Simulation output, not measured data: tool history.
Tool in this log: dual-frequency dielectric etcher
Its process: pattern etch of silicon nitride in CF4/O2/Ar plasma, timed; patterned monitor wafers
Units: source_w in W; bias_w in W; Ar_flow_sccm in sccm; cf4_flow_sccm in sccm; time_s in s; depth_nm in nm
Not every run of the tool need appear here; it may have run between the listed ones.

run 1 day=0 | source_w=730 bias_w=36 Ar_flow_sccm=75 cf4_flow_sccm=121 time_s=310.5 | depth_nm=757.87
run 2 day=0.162 | source_w=750 bias_w=36 Ar_flow_sccm=75 cf4_flow_sccm=121 time_s=310.5 | depth_nm=780.14
run 3 day=0.271 | source_w=750 bias_w=36 Ar_flow_sccm=82 cf4_flow_sccm=121 time_s=310.5 | depth_nm=769.66
run 4 day=0.35 | source_w=770 bias_w=36 Ar_flow_sccm=82 cf4_flow_sccm=121 time_s=310.5 | depth_nm=798.19
run 5 day=0.629 | source_w=770 bias_w=36 Ar_flow_sccm=73 cf4_flow_sccm=121 time_s=310.5 | depth_nm=803.45
run 6 day=0.925 | source_w=780 bias_w=36 Ar_flow_sccm=73 cf4_flow_sccm=121 time_s=310.5 | depth_nm=810.92
run 7 day=0.958 | source_w=790 bias_w=36 Ar_flow_sccm=73 cf4_flow_sccm=121 time_s=310.5 | depth_nm=831.61

Expected results for the next run?
run 8 day=1.171 | source_w=800 bias_w=36 Ar_flow_sccm=73 cf4_flow_sccm=121 time_s=310.5 | depth_nm=?

depth_nm: 835.95 nm
